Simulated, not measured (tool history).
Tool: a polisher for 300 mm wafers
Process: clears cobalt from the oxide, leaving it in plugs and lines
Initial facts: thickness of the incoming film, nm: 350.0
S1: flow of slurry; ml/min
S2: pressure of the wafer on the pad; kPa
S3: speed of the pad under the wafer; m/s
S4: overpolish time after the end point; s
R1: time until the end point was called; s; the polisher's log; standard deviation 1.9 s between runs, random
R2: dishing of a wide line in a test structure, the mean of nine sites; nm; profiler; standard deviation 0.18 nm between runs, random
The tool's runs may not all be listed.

run  hour   S1    S2    S3  S4       R1       R2
  1   0.0  145  13.1  1.18  10   67.378  29.1650
  2   5.7  145  13.1  1.18  11   65.722  30.2830
  3   7.4  145  16.5  1.18  11   53.578  33.7000
  4  13.2  135  15.9  1.04   9   63.870  28.1460
  5  22.1  135  15.9  1.04  11   63.955  31.0580
  6  26.3  135  17.9  1.04  11   57.396  32.9290
  7  31.7  155  15.2  0.96   9   71.433  26.3630
  8  35.7  170  13.8  0.88   8   84.252  22.5730
  9  42.3  210   9.7  0.92   3  109.380   8.2873
 10  51.1  170  10.3  0.86   4  109.480  10.3830
 11  57.9  170  10.3  0.84   4  115.560  10.1260
 12  60.3  170  10.3  0.84   4  114.210  10.3330
 13  62.3  165  10.3  0.82   4  114.660   9.9661

What will run 14 give?
 14  64.6  165  10.3  0.80   4   ?   ?

{"run 14": {"R1": 118.84, "R2": 9.7821}}

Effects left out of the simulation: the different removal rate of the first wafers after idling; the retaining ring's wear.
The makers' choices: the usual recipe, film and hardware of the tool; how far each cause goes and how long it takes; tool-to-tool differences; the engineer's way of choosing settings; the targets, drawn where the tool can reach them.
